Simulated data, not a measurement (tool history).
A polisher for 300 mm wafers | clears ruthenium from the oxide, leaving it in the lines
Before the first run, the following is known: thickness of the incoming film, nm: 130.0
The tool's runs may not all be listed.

run  hour  flow of slurry (ml/min)  pressure of the wafer on the pad (kPa)  speed of the pad under the wafer (m/s)  overpolish time after the end point (s)  time until the end point was called (s)
  1     0                      160                                      11                                    1.24                                        5                                   112.59
  2   2.3                      160                                      11                                    1.24                                        5                                   110.89
  3  10.8                      160                                      11                                    1.24                                        4                                   110.87
  4  18.4                      160                                    13.8                                    1.24                                        4                                   95.112
  5    24                      160                                    12.4                                    1.22                                        4                                   103.67
  6  25.2                      160                                    11.7                                     1.2                                        4                                   109.52
  7  32.5                      160                                    11.7                                     1.2                                        4                                   110.67
  8  34.5                      160                                      11                                    1.18                                        4                                   118.89

Run 9 is up next; what results do you expect?
  9  38.3                      160                                    10.3                                    1.18                                        4                                        ?

time until the end point was called (s): 125.3

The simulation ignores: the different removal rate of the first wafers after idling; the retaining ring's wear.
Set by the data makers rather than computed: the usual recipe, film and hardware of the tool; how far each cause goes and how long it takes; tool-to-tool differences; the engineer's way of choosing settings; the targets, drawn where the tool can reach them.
